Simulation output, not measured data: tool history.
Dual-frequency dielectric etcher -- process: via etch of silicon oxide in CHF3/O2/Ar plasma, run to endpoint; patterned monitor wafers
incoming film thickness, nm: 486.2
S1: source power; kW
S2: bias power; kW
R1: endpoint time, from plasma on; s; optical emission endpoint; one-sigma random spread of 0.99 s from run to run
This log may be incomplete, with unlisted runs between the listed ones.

run,day,S1,S2,R1
1,0.000,0.640,0.173,238.94
2,0.325,0.640,0.161,243.58
3,0.388,0.640,0.144,252.91
4,0.483,0.680,0.150,246.49
5,0.550,0.710,0.159,237.84
# day 0.633: wet clean of the chamber
6,0.633,0.730,0.165,227.51
7,0.921,0.750,0.167,225.49

Expected results for the next run?
8,1.233,0.770,0.169,?

Logged for run 8: R1 222.40 s.
